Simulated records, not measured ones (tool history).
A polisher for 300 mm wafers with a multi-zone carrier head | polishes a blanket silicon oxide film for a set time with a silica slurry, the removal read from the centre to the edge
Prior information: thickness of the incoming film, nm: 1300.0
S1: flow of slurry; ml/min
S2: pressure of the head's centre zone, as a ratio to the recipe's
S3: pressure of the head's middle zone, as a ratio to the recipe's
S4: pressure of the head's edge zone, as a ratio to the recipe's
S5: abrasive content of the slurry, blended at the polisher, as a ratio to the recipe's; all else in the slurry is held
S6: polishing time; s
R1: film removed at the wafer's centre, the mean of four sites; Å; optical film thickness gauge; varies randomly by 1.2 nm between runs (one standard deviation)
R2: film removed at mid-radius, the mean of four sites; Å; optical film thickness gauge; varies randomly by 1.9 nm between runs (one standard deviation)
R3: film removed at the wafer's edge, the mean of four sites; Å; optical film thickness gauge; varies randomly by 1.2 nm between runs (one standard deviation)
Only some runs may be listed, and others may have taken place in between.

run 1 hour=0.0 | S1=275 S2=1.00 S3=1.00 S4=1.00 S5=1.00 S6=38 | R1=2064.4 R2=2077.6 R3=2031.1
run 2 hour=4.5 | S1=275 S2=1.00 S3=1.00 S4=1.00 S5=1.00 S6=34 | R1=1815.4 R2=1859.4 R3=1792.9
run 3 hour=13.3 | S1=275 S2=1.00 S3=1.00 S4=1.00 S5=0.85 S6=34 | R1=1751.0 R2=1752.5 R3=1699.3
run 4 hour=19.5 | S1=270 S2=0.98 S3=0.97 S4=0.98 S5=0.80 S6=34 | R1=1657.2 R2=1654.3 R3=1647.1
run 5 hour=24.1 | S1=205 S2=0.98 S3=0.97 S4=0.98 S5=0.80 S6=34 | R1=1594.1 R2=1612.0 R3=1601.4
run 6 hour=29.1 | S1=205 S2=1.04 S3=0.97 S4=0.98 S5=0.80 S6=34 | R1=1682.0 R2=1590.4 R3=1578.4
run 7 hour=33.9 | S1=200 S2=1.03 S3=0.95 S4=0.97 S5=0.75 S6=34 | R1=1628.5 R2=1504.2 R3=1554.9
run 8 hour=36.9 | S1=195 S2=1.02 S3=0.94 S4=0.96 S5=0.75 S6=34 | R1=1609.2 R2=1489.3 R3=1519.2

Estimate the outcome of run 9 from the log above:
run 9 hour=44.9 | S1=190 S2=1.00 S3=0.93 S4=0.95 S5=0.75 S6=34 | R1=? R2=? R3=?

{"run 9": {"R1": 1591.8, "R2": 1527.4, "R3": 1533.6}}
